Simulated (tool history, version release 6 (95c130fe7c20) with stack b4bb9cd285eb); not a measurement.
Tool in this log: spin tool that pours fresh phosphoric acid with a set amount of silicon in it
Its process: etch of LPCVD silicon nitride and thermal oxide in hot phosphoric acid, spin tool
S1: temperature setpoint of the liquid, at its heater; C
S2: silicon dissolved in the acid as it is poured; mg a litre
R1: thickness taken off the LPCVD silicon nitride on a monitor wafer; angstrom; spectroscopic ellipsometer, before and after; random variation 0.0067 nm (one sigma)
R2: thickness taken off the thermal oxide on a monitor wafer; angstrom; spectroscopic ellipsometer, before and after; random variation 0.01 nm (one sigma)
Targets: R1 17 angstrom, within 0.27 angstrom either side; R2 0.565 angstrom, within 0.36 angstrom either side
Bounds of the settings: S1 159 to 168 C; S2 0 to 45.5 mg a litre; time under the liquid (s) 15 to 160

run 1 hour=0 | S1=164 S2=20 time_under_the_liquid_(s)=80 | R1=76.327 R2=1.4083
run 2 hour=7.2 | S1=164 S2=12.5 time_under_the_liquid_(s)=80 | R1=76.623 R2=2.2387
run 3 hour=11 | S1=164 S2=12.5 time_under_the_liquid_(s)=60 | R1=57.378 R2=1.8219
run 4 hour=14.5 | S1=163 S2=12.5 time_under_the_liquid_(s)=60 | R1=55.578 R2=2.0099
run 5 hour=15.9 | S1=162 S2=10 time_under_the_liquid_(s)=50 | R1=44.651 R2=1.5493
run 6 hour=20.9 | S1=161.5 S2=8 time_under_the_liquid_(s)=45 | R1=39.288 R2=1.1633
run 7 hour=21.7 | S1=161 S2=6.5 time_under_the_liquid_(s)=40 | R1=34.592 R2=1.0606
run 8 hour=29.2 | S1=160.5 S2=5 time_under_the_liquid_(s)=35 | R1=29.748 R2=1.2617
run 9 hour=37.2 | S1=160.5 S2=5 time_under_the_liquid_(s)=35 | R1=29.804 R2=1.0004
run 10 hour=44.5 | S1=160 S2=4 time_under_the_liquid_(s)=30 | R1=25.258 R2=0.90455
run 11 hour=45.7 | S1=160 S2=3 time_under_the_liquid_(s)=25 | R1=20.961 R2=0.61317

Exercise: of the 4 proposed moves below, exactly one satisfies all targets within the stated allowed misses. Which move is it?
run A hour=46.9 | S1=160.5 S2=0 time_under_the_liquid_(s)=20 | R1=? R2=?
run B hour=46.9 | S1=160 S2=0 time_under_the_liquid_(s)=35 | R1=? R2=?
run C hour=46.9 | S1=162 S2=8 time_under_the_liquid_(s)=30 | R1=? R2=?
run D hour=46.9 | S1=162 S2=16 time_under_the_liquid_(s)=20 | R1=? R2=?

move=A R1=17.189 R2=0.44236
move=B R1=29.58 R2=0.74601
move=C R1=27.108 R2=0.63328
move=D R1=18.072 R2=0.35033
A: hits every target within its allowed miss
B: moves away from the targets compared with the last run
C: moves away from the targets compared with the last run
D: nearer the targets than the last run, but a result is still out of spec
A meets every target.
